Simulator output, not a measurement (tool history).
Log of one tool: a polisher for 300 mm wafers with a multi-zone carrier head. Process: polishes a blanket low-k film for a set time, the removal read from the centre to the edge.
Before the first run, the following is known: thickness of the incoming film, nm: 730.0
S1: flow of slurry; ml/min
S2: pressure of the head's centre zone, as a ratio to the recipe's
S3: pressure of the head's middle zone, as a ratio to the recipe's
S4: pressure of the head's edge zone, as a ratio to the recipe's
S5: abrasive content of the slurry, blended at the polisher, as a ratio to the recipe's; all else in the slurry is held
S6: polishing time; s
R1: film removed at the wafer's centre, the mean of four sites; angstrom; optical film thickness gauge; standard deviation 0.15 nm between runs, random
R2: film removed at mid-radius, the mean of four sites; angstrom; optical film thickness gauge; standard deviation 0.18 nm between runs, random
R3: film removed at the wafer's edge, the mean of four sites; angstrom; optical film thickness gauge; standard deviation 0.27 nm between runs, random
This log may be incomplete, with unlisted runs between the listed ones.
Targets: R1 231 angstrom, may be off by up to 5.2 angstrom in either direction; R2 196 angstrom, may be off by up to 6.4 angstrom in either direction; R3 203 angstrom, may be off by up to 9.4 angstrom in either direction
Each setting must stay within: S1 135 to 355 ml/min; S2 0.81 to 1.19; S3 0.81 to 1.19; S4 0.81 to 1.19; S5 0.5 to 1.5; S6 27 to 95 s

{"run": 1, "day": 0.0, "S1": 225, "S2": 1, "S3": 1, "S4": 1, "S5": 1, "S6": 61, "R1": 310.45, "R2": 302.42, "R3": 300.37}
{"run": 2, "day": 0.083, "S1": 275, "S2": 1, "S3": 1, "S4": 1, "S5": 1, "S6": 61, "R1": 317.73, "R2": 314.82, "R3": 308.82}
{"run": 3, "day": 0.421, "S1": 275, "S2": 1, "S3": 0.94, "S4": 1, "S5": 1, "S6": 61, "R1": 317.97, "R2": 295.34, "R3": 315.82}
{"run": 4, "day": 0.775, "S1": 275, "S2": 1, "S3": 0.94, "S4": 1, "S5": 1.1, "S6": 61, "R1": 328.75, "R2": 309.72, "R3": 325.01}
{"run": 5, "day": 0.908, "S1": 275, "S2": 1, "S3": 0.94, "S4": 1, "S5": 1.2, "S6": 61, "R1": 343.31, "R2": 309.41, "R3": 340.85}
{"run": 6, "day": 1.15, "S1": 255, "S2": 1.01, "S3": 0.92, "S4": 0.98, "S5": 1.05, "S6": 60, "R1": 315.43, "R2": 284.13, "R3": 309.25}
{"run": 7, "day": 1.208, "S1": 255, "S2": 1.01, "S3": 0.92, "S4": 0.98, "S5": 1.05, "S6": 60, "R1": 318.37, "R2": 286.36, "R3": 304.41}
{"run": 8, "day": 1.571, "S1": 240, "S2": 1.01, "S3": 0.9, "S4": 0.97, "S5": 0.95, "S6": 59, "R1": 301.69, "R2": 268.17, "R3": 283.5}
{"run": 9, "day": 1.921, "S1": 230, "S2": 1.01, "S3": 0.88, "S4": 0.97, "S5": 0.85, "S6": 58, "R1": 278.19, "R2": 236.56, "R3": 267.7}
{"run": 10, "day": 2.075, "S1": 220, "S2": 1.01, "S3": 0.88, "S4": 0.94, "S5": 0.8, "S6": 58, "R1": 264.66, "R2": 233.48, "R3": 257.6}
{"run": 11, "day": 2.329, "S1": 210, "S2": 1.03, "S3": 0.88, "S4": 0.92, "S5": 0.75, "S6": 58, "R1": 258.9, "R2": 223.89, "R3": 241.35}
{"run": 12, "day": 2.512, "S1": 200, "S2": 1.03, "S3": 0.87, "S4": 0.9, "S5": 0.75, "S6": 58, "R1": 256.85, "R2": 219.44, "R3": 241.41}
{"run": 13, "day": 2.621, "S1": 265, "S2": 1.05, "S3": 0.89, "S4": 0.83, "S5": 0.5, "S6": 55, "R1": 207.59, "R2": 175.66, "R3": 180.83}
{"run": 14, "day": 2.817, "S1": 265, "S2": 1.06, "S3": 0.9, "S4": 0.86, "S5": 0.5, "S6": 55, "R1": 212.25, "R2": 177.35, "R3": 184.43}

Exercise: of the 4 proposed moves below, exactly one satisfies all targets within the stated allowed misses. Which move is it?
{"run": "A", "day": 3.012, "S1": 245, "S2": 1.01, "S3": 0.91, "S4": 0.86, "S5": 0.65, "S6": 58, "R1": "?", "R2": "?", "R3": "?"}
{"run": "B", "day": 3.012, "S1": 275, "S2": 0.97, "S3": 0.86, "S4": 0.96, "S5": 0.5, "S6": 62, "R1": "?", "R2": "?", "R3": "?"}
{"run": "C", "day": 3.012, "S1": 255, "S2": 1, "S3": 0.85, "S4": 0.95, "S5": 0.55, "S6": 61, "R1": "?", "R2": "?", "R3": "?"}
{"run": "D", "day": 3.012, "S1": 265, "S2": 1.1, "S3": 0.95, "S4": 0.96, "S5": 0.5, "S6": 58, "R1": "?", "R2": "?", "R3": "?"}

move=A R1=240.36 R2=216.68 R3=225.08
move=B R1=216.59 R2=193.86 R3=221.37
move=C R1=229.69 R2=197.64 R3=227.3
move=D R1=229.06 R2=196.01 R3=206.18
A: moves the result that the last run missed by most past its target, out the other side
B: an improvement on the last run, though not all results are within tolerance
C: the furthest-off result lands on target, but another misses its tolerance
D: hits every target within its allowed miss
Answer: D
